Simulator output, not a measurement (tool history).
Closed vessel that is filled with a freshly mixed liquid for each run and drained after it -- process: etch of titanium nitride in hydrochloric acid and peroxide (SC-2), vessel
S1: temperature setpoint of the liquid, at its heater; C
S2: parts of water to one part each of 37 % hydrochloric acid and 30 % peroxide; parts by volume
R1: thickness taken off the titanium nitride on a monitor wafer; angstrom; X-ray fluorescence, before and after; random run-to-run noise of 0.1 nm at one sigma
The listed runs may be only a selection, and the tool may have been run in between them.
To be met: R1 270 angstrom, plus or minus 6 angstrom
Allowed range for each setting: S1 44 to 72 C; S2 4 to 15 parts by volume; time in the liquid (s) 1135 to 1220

run 1 hour=0 | S1=60 S2=8.5 time_in_the_liquid_(s)=1135 | R1=630.98
run 2 hour=3.8 | S1=56.5 S2=8.5 time_in_the_liquid_(s)=1135 | R1=505.82
run 3 hour=11.7 | S1=54 S2=8.5 time_in_the_liquid_(s)=1135 | R1=427.77
run 4 hour=16.8 | S1=52 S2=8.5 time_in_the_liquid_(s)=1135 | R1=377.92
run 5 hour=25.5 | S1=52 S2=8.5 time_in_the_liquid_(s)=1220 | R1=408.64
run 6 hour=28 | S1=50.5 S2=8.5 time_in_the_liquid_(s)=1220 | R1=367.13
run 7 hour=36.7 | S1=49.5 S2=8.5 time_in_the_liquid_(s)=1220 | R1=345.29
run 8 hour=41.6 | S1=48.5 S2=8.5 time_in_the_liquid_(s)=1220 | R1=321.36
run 9 hour=46.9 | S1=48 S2=8.5 time_in_the_liquid_(s)=1220 | R1=311.21
run 10 hour=52.9 | S1=47.5 S2=8.5 time_in_the_liquid_(s)=1220 | R1=299.42
run 11 hour=55.1 | S1=47 S2=8.5 time_in_the_liquid_(s)=1220 | R1=290.81
run 12 hour=56.3 | S1=46.5 S2=8.5 time_in_the_liquid_(s)=1220 | R1=279.37

Below are 5 possible settings for the next run. Only one of them brings all results inside the allowed miss of their targets. Which is it?
run A hour=57.5 | S1=46 S2=8 time_in_the_liquid_(s)=1210 | R1=?
run B hour=57.5 | S1=48.5 S2=10 time_in_the_liquid_(s)=1220 | R1=?
run C hour=57.5 | S1=49 S2=9.5 time_in_the_liquid_(s)=1135 | R1=?
run D hour=57.5 | S1=50.5 S2=10.5 time_in_the_liquid_(s)=1155 | R1=?
run E hour=57.5 | S1=45.5 S2=7.5 time_in_the_liquid_(s)=1135 | R1=?

move=A R1=282.01
move=B R1=280.74
move=C R1=281.84
move=D R1=291.67
move=E R1=269.08
A: further off than the last run
B: further off than the last run
C: further off than the last run
D: further off than the last run
E: hits every target within its allowed miss
Move E is the one to make.
